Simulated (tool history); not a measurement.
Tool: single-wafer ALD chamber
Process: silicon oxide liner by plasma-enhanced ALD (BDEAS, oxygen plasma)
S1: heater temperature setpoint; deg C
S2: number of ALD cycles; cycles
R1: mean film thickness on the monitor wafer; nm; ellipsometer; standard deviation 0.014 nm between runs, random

run  hour   S1  S2      R1
  1     0  310  35  2.9607
  2   6.5  302  35  2.9934
  3   8.8  302  33  2.8224
  4  14.7  297  33  2.8976
  5  18.3  301  33   2.841
  6  24.1  295  33  2.8797
  7  26.9  294  34   3.005
  8  32.9  293  35  3.0986
  9  41.2  292  36  3.2058
 10  42.3  291  36  3.2177
 11  46.9  290  36  3.2362

Forecast run 12:
 12  50.4  288  37   ?

Run 12 produced R1 3.3409 nm.

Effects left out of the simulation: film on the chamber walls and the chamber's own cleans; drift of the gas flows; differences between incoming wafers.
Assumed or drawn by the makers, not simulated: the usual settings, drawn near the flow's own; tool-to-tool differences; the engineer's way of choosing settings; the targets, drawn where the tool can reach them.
